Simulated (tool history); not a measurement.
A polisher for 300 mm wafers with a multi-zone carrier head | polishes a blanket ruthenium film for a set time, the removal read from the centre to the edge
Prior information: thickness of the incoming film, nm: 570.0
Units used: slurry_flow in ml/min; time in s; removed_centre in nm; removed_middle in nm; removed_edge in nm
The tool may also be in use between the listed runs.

run,hour,slurry_flow,centre_zone,middle_zone,edge_zone,time,removed_centre,removed_middle,removed_edge
1,0,255,1,1,1,54,50.669,49.076,49.195
2,0.9,255,1,1,1.08,54,51.251,49.261,52.037
3,1.9,250,0.98,0.99,1.07,53,49.064,48.202,50.402
4,8.7,250,0.98,0.99,1.04,53,48.916,47.083,49.43
5,16,250,0.98,0.99,0.99,53,48.284,47.649,48.773
6,20.9,250,0.97,0.98,0.98,52,47.332,46.67,46.854

Expected results for the next run?
7,25.3,245,0.95,0.97,0.99,51,?,?,?

Run 7 measured removed_centre 45.471 nm, removed_middle 45.319 nm, removed_edge 46.412 nm.
